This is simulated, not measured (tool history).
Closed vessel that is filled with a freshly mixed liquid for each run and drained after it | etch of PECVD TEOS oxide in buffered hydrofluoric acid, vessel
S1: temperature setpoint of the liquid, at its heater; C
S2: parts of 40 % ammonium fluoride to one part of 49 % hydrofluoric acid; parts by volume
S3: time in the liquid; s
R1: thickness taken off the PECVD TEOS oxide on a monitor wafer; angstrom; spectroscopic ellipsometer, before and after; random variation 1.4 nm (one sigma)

run  hour    S1    S2  S3      R1
  1     0    25  15.5  95  2465.3
  2   2.9    24  15.5  95  2301.5
  3  11.8  27.5  15.5  95  2818.2
  4  15.1  26.5  15.5  95  2645.6
  5  19.1  25.5  15.5  95  2489.4
  6    24    25  15.5  95  2435.8
  7  27.7  24.5  15.5  95  2373.6
  8  28.6    24  15.5  95  2329.6
  9  33.9    24  15.5  95  2295.6
 10  43.1  23.5  15.5  95  2254.6
 11  50.6    23  15.5  95  2195.4
 12  51.8  22.5  15.5  95  2099.2
 13  54.5  22.5  15.5  95  2154.6

Forecast run 14:
 14  56.4  22  15.5  95   ?

R1: 2081.8 angstrom

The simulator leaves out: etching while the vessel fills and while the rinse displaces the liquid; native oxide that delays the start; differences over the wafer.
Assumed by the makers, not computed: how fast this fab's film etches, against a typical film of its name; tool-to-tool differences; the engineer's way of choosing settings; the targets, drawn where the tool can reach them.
